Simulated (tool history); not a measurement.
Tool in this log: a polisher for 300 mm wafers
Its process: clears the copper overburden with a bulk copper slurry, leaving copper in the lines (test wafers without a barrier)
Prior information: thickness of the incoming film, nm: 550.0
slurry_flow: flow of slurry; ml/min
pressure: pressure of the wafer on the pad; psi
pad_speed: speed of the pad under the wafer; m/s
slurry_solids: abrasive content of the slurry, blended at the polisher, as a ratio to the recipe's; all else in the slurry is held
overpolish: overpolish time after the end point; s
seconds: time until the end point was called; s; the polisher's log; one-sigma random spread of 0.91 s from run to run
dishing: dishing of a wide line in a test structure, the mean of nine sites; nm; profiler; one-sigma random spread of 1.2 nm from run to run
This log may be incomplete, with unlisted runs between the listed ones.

run  hour  slurry_flow  pressure  pad_speed  slurry_solids  overpolish  seconds  dishing
  1   0.0          125       2.6       0.84            1.0          15   92.314   51.012
  2   8.6          125       2.6       0.84            1.0          10   93.638   39.012
  3  14.5          125       2.6       1.04            1.0          10   74.449   44.258
  4  21.5          125       2.7       1.04            1.0          12   73.227   50.197
  5  28.6          125       2.8       1.04            1.0          13   70.267   53.803
  6  37.3          125       2.8       1.04            0.9          13   72.638   53.131

Run 7 is up next; what results do you expect?
  7  45.7          125       2.9       1.04            0.9          14        ?        ?

seconds: 68.941 s
dishing: 56.270 nm
